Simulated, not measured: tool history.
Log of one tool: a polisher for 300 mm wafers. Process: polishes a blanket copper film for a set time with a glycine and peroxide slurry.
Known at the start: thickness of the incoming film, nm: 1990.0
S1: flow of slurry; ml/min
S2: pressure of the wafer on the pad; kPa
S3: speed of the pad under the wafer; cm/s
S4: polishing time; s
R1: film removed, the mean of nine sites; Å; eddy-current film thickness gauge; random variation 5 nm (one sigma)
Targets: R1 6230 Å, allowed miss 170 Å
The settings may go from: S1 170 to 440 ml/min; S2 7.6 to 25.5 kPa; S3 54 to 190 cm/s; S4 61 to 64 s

| run | hour | S1 | S2 | S3 | S4 | R1 |
|---|---|---|---|---|---|---|
| 1 | 0 | 280 | 16.5 | 122 | 61 | 4020.4 |
| 2 | 2.9 | 280 | 20.7 | 122 | 61 | 4947.4 |
| 3 | 4.5 | 280 | 20.7 | 148 | 61 | 5606.5 |
| 4 | 9.8 | 280 | 20.7 | 134 | 61 | 5207.5 |
| 5 | 15.3 | 280 | 21.4 | 134 | 61 | 5370.7 |
| 6 | 22.3 | 280 | 22.1 | 134 | 61 | 5427.3 |
| 7 | 29 | 280 | 22.8 | 134 | 61 | 5619.8 |
| 8 | 31.3 | 280 | 23.4 | 134 | 61 | 5813.5 |
| 9 | 33.1 | 285 | 24.1 | 134 | 61 | 5974.3 |

Which of these 5 next moves meets every target?
| A | 34.9 | 170 | 22.8 | 132 | 64 | ? |
| B | 34.9 | 285 | 24.1 | 122 | 62 | ? |
| C | 34.9 | 230 | 24.1 | 130 | 63 | ? |
| D | 34.9 | 220 | 25.5 | 126 | 64 | ? |
| E | 34.9 | 340 | 24.8 | 118 | 63 | ? |

| move | R1 |
|---|---|
| A | 5602.5 |
| B | 5621.9 |
| C | 5894.4 |
| D | 6119.5 |
| E | 5782.7 |
A: further off than the last run
B: further off than the last run
C: further off than the last run
D: meets every target
E: further off than the last run
Answer: D

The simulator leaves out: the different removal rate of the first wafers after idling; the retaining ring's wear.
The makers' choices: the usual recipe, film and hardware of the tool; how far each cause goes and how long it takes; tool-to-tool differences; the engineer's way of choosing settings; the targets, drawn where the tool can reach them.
